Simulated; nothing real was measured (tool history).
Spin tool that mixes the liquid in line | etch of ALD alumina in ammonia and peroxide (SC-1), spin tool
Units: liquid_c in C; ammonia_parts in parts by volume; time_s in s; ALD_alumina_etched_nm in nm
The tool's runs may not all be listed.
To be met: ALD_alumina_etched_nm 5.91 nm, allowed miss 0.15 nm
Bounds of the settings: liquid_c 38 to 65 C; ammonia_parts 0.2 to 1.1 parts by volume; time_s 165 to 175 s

Run 1, hour 0: liquid_c 49 C, ammonia_parts 0.6 parts by volume, time_s 165 s. Result: ALD_alumina_etched_nm 9.0386 nm.
Run 2, hour 4.5: liquid_c 49 C, ammonia_parts 0.6 parts by volume, time_s 175 s. Result: ALD_alumina_etched_nm 9.611 nm.
Run 3, hour 12.6: liquid_c 54.5 C, ammonia_parts 0.6 parts by volume, time_s 175 s. Result: ALD_alumina_etched_nm 12.855 nm.
Run 4, hour 19.2: liquid_c 54.5 C, ammonia_parts 0.8 parts by volume, time_s 175 s. Result: ALD_alumina_etched_nm 13.138 nm.
Run 5, hour 27.6: liquid_c 51.5 C, ammonia_parts 0.8 parts by volume, time_s 175 s. Result: ALD_alumina_etched_nm 11.362 nm.
Run 6, hour 31.2: liquid_c 51.5 C, ammonia_parts 0.6 parts by volume, time_s 175 s. Result: ALD_alumina_etched_nm 10.933 nm.
Run 7, hour 33.3: liquid_c 49.5 C, ammonia_parts 0.6 parts by volume, time_s 175 s. Result: ALD_alumina_etched_nm 9.7764 nm.
Run 8, hour 35.1: liquid_c 48 C, ammonia_parts 0.6 parts by volume, time_s 175 s. Result: ALD_alumina_etched_nm 9.0116 nm.
Run 9, hour 38.8: liquid_c 46.5 C, ammonia_parts 0.6 parts by volume, time_s 175 s. Result: ALD_alumina_etched_nm 8.2953 nm.
Run 10, hour 47.3: liquid_c 45.5 C, ammonia_parts 0.6 parts by volume, time_s 175 s. Result: ALD_alumina_etched_nm 7.8898 nm.
Run 11, hour 51.7: liquid_c 44.5 C, ammonia_parts 0.6 parts by volume, time_s 175 s. Result: ALD_alumina_etched_nm 7.4304 nm.
Run 12, hour 56.2: liquid_c 43.5 C, ammonia_parts 0.6 parts by volume, time_s 175 s. Result: ALD_alumina_etched_nm 7.0435 nm.
Run 13, hour 57.2: liquid_c 39.5 C, ammonia_parts 0.6 parts by volume, time_s 175 s. Result: ALD_alumina_etched_nm 5.5635 nm.

Which of these 4 next moves meets every target?
Run A, hour 58.2: liquid_c 42 C, ammonia_parts 0.45 parts by volume, time_s 165 s. Result: ALD_alumina_etched_nm ?.
Run B, hour 58.2: liquid_c 41 C, ammonia_parts 0.75 parts by volume, time_s 175 s. Result: ALD_alumina_etched_nm ?.
Run C, hour 58.2: liquid_c 39 C, ammonia_parts 0.55 parts by volume, time_s 165 s. Result: ALD_alumina_etched_nm ?.
Run D, hour 58.2: liquid_c 39 C, ammonia_parts 0.6 parts by volume, time_s 170 s. Result: ALD_alumina_etched_nm ?.

move  ALD_alumina_etched_nm
   A                 5.8955
   B                 6.1936
   C                 5.0375
   D                 5.2337
A: meets every target
B: takes the result that was furthest off past its target
C: further off than the last run
D: further off than the last run
Answer: A
